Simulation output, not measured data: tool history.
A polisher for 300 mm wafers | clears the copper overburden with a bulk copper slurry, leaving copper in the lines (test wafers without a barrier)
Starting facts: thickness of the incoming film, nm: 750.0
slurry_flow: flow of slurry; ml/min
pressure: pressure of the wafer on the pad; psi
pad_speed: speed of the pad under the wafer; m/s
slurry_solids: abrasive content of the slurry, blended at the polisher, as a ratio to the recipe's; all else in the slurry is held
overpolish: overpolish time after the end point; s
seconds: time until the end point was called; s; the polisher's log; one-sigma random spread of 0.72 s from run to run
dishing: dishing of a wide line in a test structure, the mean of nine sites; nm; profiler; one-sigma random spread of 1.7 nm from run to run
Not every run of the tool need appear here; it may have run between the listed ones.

Run 1, day 0: slurry_flow 285 ml/min, pressure 2.2 psi, pad_speed 1.22 m/s, slurry_solids 1, overpolish 21 s. Result: seconds 105.82 s, dishing 78.366 nm.
Run 2, day 0.033: slurry_flow 285 ml/min, pressure 2.2 psi, pad_speed 1.22 m/s, slurry_solids 1, overpolish 25 s. Result: seconds 107 s, dishing 86.62 nm.
Run 3, day 0.133: slurry_flow 285 ml/min, pressure 2.3 psi, pad_speed 1.22 m/s, slurry_solids 1, overpolish 25 s. Result: seconds 102.4 s, dishing 89.385 nm.
Run 4, day 0.283: slurry_flow 285 ml/min, pressure 2.3 psi, pad_speed 1.22 m/s, slurry_solids 1, overpolish 18 s. Result: seconds 103.28 s, dishing 74.018 nm.
Run 5, day 0.608: slurry_flow 285 ml/min, pressure 2.4 psi, pad_speed 1.22 m/s, slurry_solids 1, overpolish 19 s. Result: seconds 98.748 s, dishing 78.196 nm.
Run 6, day 0.75: slurry_flow 285 ml/min, pressure 2.4 psi, pad_speed 1.22 m/s, slurry_solids 1, overpolish 14 s. Result: seconds 98.929 s, dishing 65.506 nm.
Run 7, day 1.054: slurry_flow 285 ml/min, pressure 2.4 psi, pad_speed 1.22 m/s, slurry_solids 1, overpolish 14 s. Result: seconds 98.257 s, dishing 64.817 nm.
Run 8, day 1.392: slurry_flow 285 ml/min, pressure 2.4 psi, pad_speed 1.22 m/s, slurry_solids 1, overpolish 14 s. Result: seconds 100.03 s, dishing 66.861 nm.
Run 9, day 1.638: slurry_flow 285 ml/min, pressure 3 psi, pad_speed 1.2 m/s, slurry_solids 1, overpolish 24 s. Result: seconds 82.137 s, dishing 106.3 nm.

Run 10 has not been measured yet. What should we expect?
Run 10, day 1.671: slurry_flow 290 ml/min, pressure 3.1 psi, pad_speed 1.2 m/s, slurry_solids 1, overpolish 24 s. Result: seconds ?, dishing ?.

{"run 10": {"seconds": 77.913, "dishing": 108.45}}
